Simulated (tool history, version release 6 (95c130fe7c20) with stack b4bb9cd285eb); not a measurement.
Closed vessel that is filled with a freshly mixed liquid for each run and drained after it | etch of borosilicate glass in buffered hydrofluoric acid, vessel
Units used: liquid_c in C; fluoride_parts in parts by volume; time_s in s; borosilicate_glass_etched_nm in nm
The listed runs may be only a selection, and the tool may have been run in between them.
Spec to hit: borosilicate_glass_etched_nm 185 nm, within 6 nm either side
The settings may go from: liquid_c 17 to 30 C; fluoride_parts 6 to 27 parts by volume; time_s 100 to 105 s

run	hour	liquid_c	fluoride_parts	time_s	borosilicate_glass_etched_nm
1	0	22	16.5	100	68.619
2	1.8	22	14	100	79.836
3	10	24.5	11.5	100	112.07
4	19.2	24.5	11.5	100	112.92
5	20.2	24.5	11.5	100	111.07
6	22	26.5	10.5	100	136.12
7	24.2	27.5	10	100	150.26
8	29.3	28.5	9.5	100	162.11
9	34.1	29	9.5	100	167.85
10	40.8	29	9.5	100	166.12
11	42.5	30	8.5	100	194.47

Consider the 4 candidate settings below. Which is the only one whose results all fall within their allowed miss of target?
A	44.2	25	7	100	?
B	44.2	29	9	100	?
C	44.2	30	9.5	100	?
D	44.2	29.5	9.5	100	?

move	borosilicate_glass_etched_nm
A	184.55
B	172.56
C	175.53
D	171.06
A: meets every target
B: takes the biggest miss from the last run beyond its target
C: takes the biggest miss from the last run beyond its target
D: takes the biggest miss from the last run beyond its target
Answer: A
